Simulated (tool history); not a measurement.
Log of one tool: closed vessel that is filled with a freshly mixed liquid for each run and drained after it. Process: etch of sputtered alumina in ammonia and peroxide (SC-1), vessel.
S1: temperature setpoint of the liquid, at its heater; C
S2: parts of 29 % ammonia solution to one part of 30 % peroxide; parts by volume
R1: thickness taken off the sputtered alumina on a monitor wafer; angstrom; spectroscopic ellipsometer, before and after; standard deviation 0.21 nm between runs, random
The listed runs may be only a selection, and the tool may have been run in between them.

run 1 day=0.000 | S1=49.0 S2=0.75 time_in_the_liquid_(s)=190 | R1=184.84
run 2 day=0.333 | S1=49.0 S2=0.75 time_in_the_liquid_(s)=190 | R1=183.79
run 3 day=0.517 | S1=52.0 S2=0.75 time_in_the_liquid_(s)=190 | R1=216.24
run 4 day=0.712 | S1=54.0 S2=0.75 time_in_the_liquid_(s)=190 | R1=241.99
run 5 day=1.017 | S1=54.0 S2=0.85 time_in_the_liquid_(s)=190 | R1=244.04
run 6 day=1.121 | S1=55.5 S2=0.85 time_in_the_liquid_(s)=190 | R1=266.13

Predict the results of run 7:
run 7 day=1.175 | S1=56.5 S2=0.85 time_in_the_liquid_(s)=190 | R1=?

{"run 7": {"R1": 282.53}}
